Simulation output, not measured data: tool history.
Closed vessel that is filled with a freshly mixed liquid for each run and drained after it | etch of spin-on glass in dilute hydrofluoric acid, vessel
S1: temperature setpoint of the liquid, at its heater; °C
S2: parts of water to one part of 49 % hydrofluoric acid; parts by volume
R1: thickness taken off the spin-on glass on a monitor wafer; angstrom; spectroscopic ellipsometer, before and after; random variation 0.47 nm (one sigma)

{"run": 1, "hour": 0.0, "S1": 22, "S2": 50, "time in the liquid (s)": 95, "R1": 423.19}
{"run": 2, "hour": 4.9, "S1": 20, "S2": 50, "time in the liquid (s)": 95, "R1": 393.25}
{"run": 3, "hour": 11.6, "S1": 22, "S2": 45, "time in the liquid (s)": 95, "R1": 480.7}
{"run": 4, "hour": 20.5, "S1": 24.5, "S2": 45, "time in the liquid (s)": 95, "R1": 523.53}
{"run": 5, "hour": 23.8, "S1": 25.5, "S2": 45, "time in the liquid (s)": 95, "R1": 550.66}
{"run": 6, "hour": 30.2, "S1": 25.5, "S2": 45, "time in the liquid (s)": 100, "R1": 580.81}
{"run": 7, "hour": 31.4, "S1": 25.5, "S2": 45, "time in the liquid (s)": 100, "R1": 581.25}
{"run": 8, "hour": 40.6, "S1": 26.5, "S2": 45, "time in the liquid (s)": 100, "R1": 605.05}
{"run": 9, "hour": 41.9, "S1": 27, "S2": 45, "time in the liquid (s)": 100, "R1": 614.86}

Forecast run 10:
{"run": 10, "hour": 50.4, "S1": 27.5, "S2": 45, "time in the liquid (s)": 100, "R1": "?"}

Run 10 gave R1 626.31 angstrom.
